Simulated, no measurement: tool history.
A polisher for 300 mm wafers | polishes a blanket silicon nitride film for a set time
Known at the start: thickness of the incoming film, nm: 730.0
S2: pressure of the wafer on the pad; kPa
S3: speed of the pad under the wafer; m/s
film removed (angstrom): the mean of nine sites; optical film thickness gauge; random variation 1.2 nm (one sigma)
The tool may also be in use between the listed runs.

Run 1, hour 0: flow of slurry (ml/min) 270, S2 17.9 kPa, S3 1.22 m/s, polishing time (s) 44. Result: film removed (angstrom) 625.91.
Run 2, hour 6.3: flow of slurry (ml/min) 270, S2 20 kPa, S3 1.24 m/s, polishing time (s) 44. Result: film removed (angstrom) 677.68.
Run 3, hour 10.9: flow of slurry (ml/min) 270, S2 20 kPa, S3 1.44 m/s, polishing time (s) 44. Result: film removed (angstrom) 767.25.
Run 4, hour 17.7: flow of slurry (ml/min) 270, S2 20 kPa, S3 1.16 m/s, polishing time (s) 44. Result: film removed (angstrom) 664.81.
Run 5, hour 22.9: flow of slurry (ml/min) 270, S2 15.9 kPa, S3 1.16 m/s, polishing time (s) 44. Result: film removed (angstrom) 536.64.
Run 6, hour 24.5: flow of slurry (ml/min) 270, S2 12.4 kPa, S3 1.16 m/s, polishing time (s) 44. Result: film removed (angstrom) 398.02.

Forecast run 7:
Run 7, hour 29.4: flow of slurry (ml/min) 270, S2 12.4 kPa, S3 1.16 m/s, polishing time (s) 44. Result: film removed (angstrom) ?.

{"run 7": {"film removed (angstrom)": 409.05}}
